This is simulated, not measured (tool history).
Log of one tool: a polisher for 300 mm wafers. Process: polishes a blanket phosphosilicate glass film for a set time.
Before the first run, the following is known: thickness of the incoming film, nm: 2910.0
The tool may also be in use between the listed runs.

run	hour	flow of slurry (ml/min)	pressure of the wafer on the pad (kPa)	speed of the pad under the wafer (cm/s)	abrasive content of the slurry	polishing time (s)	film removed (angstrom)
1	0.0	190	17.9	76	1.0	23	1063.40
2	7.8	190	17.9	60	1.0	23	886.45
3	11.6	190	17.9	60	1.0	23	866.12
4	20.1	190	13.8	60	1.0	23	691.85
5	21.1	190	13.8	60	1.0	23	684.21
# hour 24.4: worn pad replaced by a new one
6	24.4	190	15.9	60	1.0	23	906.00

Run 7, settings as shown, results not yet in. Your forecast:
7	29.0	190	17.2	60	1.0	23	?

Run 7 measured film removed (angstrom) 940.80.
